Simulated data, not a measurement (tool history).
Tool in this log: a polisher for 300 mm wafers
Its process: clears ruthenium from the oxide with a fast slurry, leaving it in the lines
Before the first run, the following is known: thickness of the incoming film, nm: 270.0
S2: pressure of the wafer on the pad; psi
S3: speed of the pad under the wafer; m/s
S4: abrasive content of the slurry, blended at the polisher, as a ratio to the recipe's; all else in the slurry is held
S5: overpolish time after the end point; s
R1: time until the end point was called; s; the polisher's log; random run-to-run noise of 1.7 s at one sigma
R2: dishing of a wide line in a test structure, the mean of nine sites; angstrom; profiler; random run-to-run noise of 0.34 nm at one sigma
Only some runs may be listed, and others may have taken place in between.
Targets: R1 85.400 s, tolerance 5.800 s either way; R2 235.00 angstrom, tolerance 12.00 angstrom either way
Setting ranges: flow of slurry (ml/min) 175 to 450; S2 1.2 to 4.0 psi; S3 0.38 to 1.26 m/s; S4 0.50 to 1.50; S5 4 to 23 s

Run 1, hour 0.0: flow of slurry (ml/min) 290, S2 2.6 psi, S3 0.82 m/s, S4 1.00, S5 12 s. Result: R1 83.639 s, R2 352.68 angstrom.
Run 2, hour 7.1: flow of slurry (ml/min) 290, S2 2.6 psi, S3 0.82 m/s, S4 0.90, S5 12 s. Result: R1 89.287 s, R2 336.33 angstrom.
Run 3, hour 16.0: flow of slurry (ml/min) 290, S2 2.6 psi, S3 0.82 m/s, S4 0.90, S5 16 s. Result: R1 84.574 s, R2 430.43 angstrom.
Run 4, hour 19.4: flow of slurry (ml/min) 290, S2 2.6 psi, S3 0.82 m/s, S4 0.90, S5 12 s. Result: R1 87.729 s, R2 331.09 angstrom.
Run 5, hour 24.6: flow of slurry (ml/min) 260, S2 2.6 psi, S3 0.82 m/s, S4 0.90, S5 12 s. Result: R1 89.197 s, R2 334.53 angstrom.
Run 6, hour 28.0: flow of slurry (ml/min) 265, S2 2.7 psi, S3 0.82 m/s, S4 0.90, S5 10 s. Result: R1 83.182 s, R2 278.92 angstrom.
Run 7, hour 29.2: flow of slurry (ml/min) 260, S2 2.7 psi, S3 0.80 m/s, S4 0.90, S5 10 s. Result: R1 89.756 s, R2 281.74 angstrom.
Run 8, hour 34.9: flow of slurry (ml/min) 260, S2 2.8 psi, S3 0.80 m/s, S4 0.90, S5 9 s. Result: R1 85.515 s, R2 262.05 angstrom.

Exercise: of the 5 proposed moves below, exactly one satisfies all targets within the stated allowed misses. Which move is it?
Run A, hour 40.6: flow of slurry (ml/min) 275, S2 2.8 psi, S3 0.88 m/s, S4 0.85, S5 10 s. Result: R1 ?, R2 ?.
Run B, hour 40.6: flow of slurry (ml/min) 270, S2 4.0 psi, S3 0.58 m/s, S4 0.90, S5 8 s. Result: R1 ?, R2 ?.
Run C, hour 40.6: flow of slurry (ml/min) 255, S2 2.7 psi, S3 0.84 m/s, S4 0.80, S5 10 s. Result: R1 ?, R2 ?.
Run D, hour 40.6: flow of slurry (ml/min) 235, S2 2.6 psi, S3 0.80 m/s, S4 0.90, S5 10 s. Result: R1 ?, R2 ?.
Run E, hour 40.6: flow of slurry (ml/min) 280, S2 3.4 psi, S3 0.62 m/s, S4 1.15, S5 9 s. Result: R1 ?, R2 ?.

move      R1      R2
   A  79.756  305.04
   B  86.315  230.67
   C  89.506  274.40
   D  90.747  270.93
   E  81.590  271.18
A: misses by more than the last run did
B: every result lands within tolerance
C: misses by more than the last run did
D: misses by more than the last run did
E: misses by more than the last run did
So the answer is move B, the one that meets all the targets.
